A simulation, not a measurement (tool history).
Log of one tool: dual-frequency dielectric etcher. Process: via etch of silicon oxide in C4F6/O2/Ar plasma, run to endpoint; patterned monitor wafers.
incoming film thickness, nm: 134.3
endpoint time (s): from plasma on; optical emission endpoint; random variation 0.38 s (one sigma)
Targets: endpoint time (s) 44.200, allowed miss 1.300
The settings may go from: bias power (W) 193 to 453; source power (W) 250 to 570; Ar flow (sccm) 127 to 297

| run | hour | bias power (W) | source power (W) | Ar flow (sccm) | endpoint time (s) |
|---|---|---|---|---|---|
| 1 | 0.0 | 323 | 410 | 212 | 37.765 |
| 2 | 7.8 | 323 | 440 | 212 | 36.299 |
| 3 | 11.2 | 294 | 410 | 215 | 39.358 |
| 4 | 15.4 | 294 | 410 | 179 | 38.215 |
| 5 | 20.4 | 270 | 400 | 181 | 39.791 |
| 6 | 29.0 | 290 | 400 | 181 | 37.961 |
| 7 | 34.3 | 266 | 390 | 183 | 40.878 |
| 8 | 40.2 | 254 | 390 | 183 | 41.324 |
| 9 | 49.1 | 243 | 390 | 184 | 41.852 |
| 10 | 56.9 | 234 | 390 | 185 | 42.655 |
| 11 | 63.9 | 234 | 390 | 185 | 42.659 |

4 next moves are on the table. One of them brings every result within its allowed miss. Which?
| A | 70.9 | 199 | 390 | 155 | ? |
| B | 70.9 | 251 | 440 | 161 | ? |
| C | 70.9 | 209 | 440 | 198 | ? |
| D | 70.9 | 216 | 450 | 136 | ? |

| move | endpoint time (s) |
|---|---|
| A | 44.322 |
| B | 38.514 |
| C | 41.668 |
| D | 39.755 |
A: meets every target
B: further off than the last run
C: further off than the last run
D: further off than the last run
The right move is A.
